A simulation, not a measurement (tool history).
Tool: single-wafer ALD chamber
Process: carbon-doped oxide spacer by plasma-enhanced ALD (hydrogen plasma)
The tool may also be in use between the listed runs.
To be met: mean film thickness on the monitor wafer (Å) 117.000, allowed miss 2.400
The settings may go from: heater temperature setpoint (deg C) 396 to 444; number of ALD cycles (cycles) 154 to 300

| run | hour | heater temperature setpoint (deg C) | number of ALD cycles (cycles) | mean film thickness on the monitor wafer (Å) |
|---|---|---|---|---|
| 1 | 0.0 | 420 | 227 | 106.800 |
| 2 | 7.7 | 418 | 230 | 108.640 |
| 3 | 14.4 | 409 | 230 | 112.910 |
| 4 | 20.8 | 409 | 219 | 107.850 |
| 5 | 21.6 | 409 | 202 | 98.302 |
| 6 | 29.7 | 407 | 208 | 103.250 |
| 7 | 32.0 | 405 | 212 | 105.010 |
| 8 | 33.1 | 404 | 216 | 107.980 |
| 9 | 42.0 | 404 | 216 | 107.360 |
| 10 | 47.5 | 403 | 219 | 108.210 |
| 11 | 55.5 | 403 | 223 | 110.900 |
| 12 | 59.2 | 403 | 223 | 110.100 |
|  | 59.9 | thermocouple changed; heater temperature recalibrated |
| 13 | 59.9 | 403 | 226 | 111.380 |
| 14 | 62.1 | 403 | 228 | 112.970 |
| 15 | 64.9 | 402 | 229 | 112.410 |

Which of these 5 next moves meets every target?
| A | 67.7 | 396 | 235 | ? |
| B | 67.7 | 399 | 218 | ? |
| C | 67.7 | 400 | 222 | ? |
| D | 67.7 | 402 | 225 | ? |
| E | 67.7 | 400 | 224 | ? |

| move | mean film thickness on the monitor wafer (Å) |
|---|---|
| A | 116.600 |
| B | 108.160 |
| C | 110.150 |
| D | 111.630 |
| E | 111.140 |
A: meets every target
B: further off than the last run
C: further off than the last run
D: further off than the last run
E: further off than the last run
Answer: A

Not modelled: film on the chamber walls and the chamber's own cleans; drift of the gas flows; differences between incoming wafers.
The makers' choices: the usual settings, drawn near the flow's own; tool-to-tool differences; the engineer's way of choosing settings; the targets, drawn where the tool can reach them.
